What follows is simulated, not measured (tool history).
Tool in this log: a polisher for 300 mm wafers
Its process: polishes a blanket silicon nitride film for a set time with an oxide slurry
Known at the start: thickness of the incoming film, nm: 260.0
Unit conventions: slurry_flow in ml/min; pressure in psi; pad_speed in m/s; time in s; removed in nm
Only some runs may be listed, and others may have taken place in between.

run 1 hour=0.0 | slurry_flow=215 pressure=3.0 pad_speed=0.96 slurry_solids=1.0 time=98 | removed=52.934
run 2 hour=2.0 | slurry_flow=240 pressure=3.0 pad_speed=0.96 slurry_solids=1.0 time=98 | removed=53.192
run 3 hour=7.2 | slurry_flow=240 pressure=3.0 pad_speed=0.96 slurry_solids=1.0 time=103 | removed=56.241
run 4 hour=9.9 | slurry_flow=240 pressure=2.7 pad_speed=0.96 slurry_solids=1.0 time=103 | removed=51.898
run 5 hour=12.7 | slurry_flow=215 pressure=2.7 pad_speed=0.96 slurry_solids=1.0 time=103 | removed=49.517
run 6 hour=14.5 | slurry_flow=205 pressure=2.6 pad_speed=0.96 slurry_solids=1.0 time=103 | removed=49.088
run 7 hour=19.9 | slurry_flow=205 pressure=2.4 pad_speed=0.96 slurry_solids=1.0 time=103 | removed=45.960
run 8 hour=20.8 | slurry_flow=205 pressure=2.3 pad_speed=0.96 slurry_solids=1.0 time=103 | removed=43.310

Expected results for the next run?
run 9 hour=25.5 | slurry_flow=205 pressure=2.2 pad_speed=0.96 slurry_solids=1.0 time=103 | removed=?

Run 9 gave removed 42.790 nm.

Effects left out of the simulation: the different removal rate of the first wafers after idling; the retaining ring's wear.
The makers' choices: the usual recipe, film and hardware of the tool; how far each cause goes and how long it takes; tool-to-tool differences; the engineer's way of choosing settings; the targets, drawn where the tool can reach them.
